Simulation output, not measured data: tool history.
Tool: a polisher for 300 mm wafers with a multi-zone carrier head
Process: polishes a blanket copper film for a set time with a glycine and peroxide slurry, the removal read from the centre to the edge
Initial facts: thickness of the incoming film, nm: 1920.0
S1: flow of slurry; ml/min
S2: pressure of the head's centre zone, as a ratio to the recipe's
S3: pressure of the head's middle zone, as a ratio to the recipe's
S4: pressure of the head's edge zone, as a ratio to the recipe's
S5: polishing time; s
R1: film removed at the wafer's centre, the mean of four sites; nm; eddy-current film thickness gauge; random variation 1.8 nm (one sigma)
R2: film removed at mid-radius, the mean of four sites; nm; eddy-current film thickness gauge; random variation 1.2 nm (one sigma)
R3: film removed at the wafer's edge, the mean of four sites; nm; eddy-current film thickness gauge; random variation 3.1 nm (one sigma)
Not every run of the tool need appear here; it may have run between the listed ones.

Run 1, hour 0: S1 290 ml/min, S2 1, S3 1, S4 1, S5 49 s. Result: R1 234.26 nm, R2 238.9 nm, R3 236.94 nm.
Run 2, hour 7.3: S1 250 ml/min, S2 1, S3 1, S4 1, S5 49 s. Result: R1 232.11 nm, R2 233.89 nm, R3 227.06 nm.
Run 3, hour 11.7: S1 240 ml/min, S2 0.99, S3 0.95, S4 1, S5 48 s. Result: R1 227.18 nm, R2 221.76 nm, R3 220.62 nm.
Run 4, hour 15.4: S1 240 ml/min, S2 0.93, S3 0.95, S4 1, S5 48 s. Result: R1 215.74 nm, R2 217.61 nm, R3 233.73 nm.
Run 5, hour 18.3: S1 240 ml/min, S2 1, S3 0.95, S4 1, S5 48 s. Result: R1 223.25 nm, R2 218.75 nm, R3 229.43 nm.
Run 6, hour 19.8: S1 240 ml/min, S2 1.08, S3 0.95, S4 1, S5 48 s. Result: R1 242.57 nm, R2 215.44 nm, R3 229.89 nm.
Run 7, hour 23.3: S1 235 ml/min, S2 1.06, S3 0.93, S4 0.99, S5 47 s. Result: R1 232.37 nm, R2 212.11 nm, R3 220.5 nm.
Run 8, hour 31: S1 230 ml/min, S2 1.05, S3 0.91, S4 0.99, S5 46 s. Result: R1 225.67 nm, R2 200.38 nm, R3 218.58 nm.

Run 9 comes next. What will it give?
Run 9, hour 36.1: S1 225 ml/min, S2 1.04, S3 0.9, S4 0.98, S5 46 s. Result: R1 ?, R2 ?, R3 ?.

Run 9 gave R1 223.09 nm, R2 199.2 nm, R3 211.82 nm.
